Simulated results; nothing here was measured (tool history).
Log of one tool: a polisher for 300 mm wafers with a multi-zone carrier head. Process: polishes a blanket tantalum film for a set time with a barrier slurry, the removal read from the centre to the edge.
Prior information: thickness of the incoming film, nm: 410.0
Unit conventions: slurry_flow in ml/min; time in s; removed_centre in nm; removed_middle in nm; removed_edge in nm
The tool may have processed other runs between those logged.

run 1 hour=0 | slurry_flow=150 centre_zone=1 middle_zone=1 edge_zone=1 slurry_solids=1 time=59 | removed_centre=63.263 removed_middle=60.981 removed_edge=63.76
run 2 hour=2.9 | slurry_flow=150 centre_zone=0.93 middle_zone=1 edge_zone=1 slurry_solids=1 time=59 | removed_centre=58.688 removed_middle=62.336 removed_edge=61.357
run 3 hour=6.9 | slurry_flow=150 centre_zone=0.87 middle_zone=1 edge_zone=1 slurry_solids=1 time=59 | removed_centre=55.474 removed_middle=60.054 removed_edge=63.637
run 4 hour=15.2 | slurry_flow=155 centre_zone=0.9 middle_zone=0.99 edge_zone=0.98 slurry_solids=0.95 time=59 | removed_centre=56.394 removed_middle=59.101 removed_edge=61.216
run 5 hour=19.4 | slurry_flow=155 centre_zone=0.84 middle_zone=0.99 edge_zone=0.98 slurry_solids=0.95 time=59 | removed_centre=51.52 removed_middle=60.963 removed_edge=59.309
run 6 hour=22.4 | slurry_flow=155 centre_zone=0.84 middle_zone=1.07 edge_zone=0.98 slurry_solids=0.95 time=59 | removed_centre=52.539 removed_middle=63.347 removed_edge=59.286
run 7 hour=30 | slurry_flow=160 centre_zone=0.88 middle_zone=1.05 edge_zone=0.97 slurry_solids=0.9 time=59 | removed_centre=54.03 removed_middle=59.569 removed_edge=59.831
run 8 hour=31.4 | slurry_flow=160 centre_zone=0.92 middle_zone=1.07 edge_zone=0.94 slurry_solids=0.9 time=58 | removed_centre=55.867 removed_middle=63.006 removed_edge=56.17
run 9 hour=40 | slurry_flow=175 centre_zone=1.02 middle_zone=0.97 edge_zone=0.85 slurry_solids=0.7 time=57 | removed_centre=53.406 removed_middle=49.473 removed_edge=47.842
run 10 hour=41.8 | slurry_flow=180 centre_zone=1.03 middle_zone=0.98 edge_zone=0.86 slurry_solids=0.7 time=57 | removed_centre=53.874 removed_middle=50.144 removed_edge=46.898

Run 11 is up next; what results do you expect?
run 11 hour=48 | slurry_flow=180 centre_zone=1.04 middle_zone=0.98 edge_zone=0.87 slurry_solids=0.7 time=57 | removed_centre=? removed_middle=? removed_edge=?

{"run 11": {"removed_centre": 55.841, "removed_middle": 49.175, "removed_edge": 47.473}}
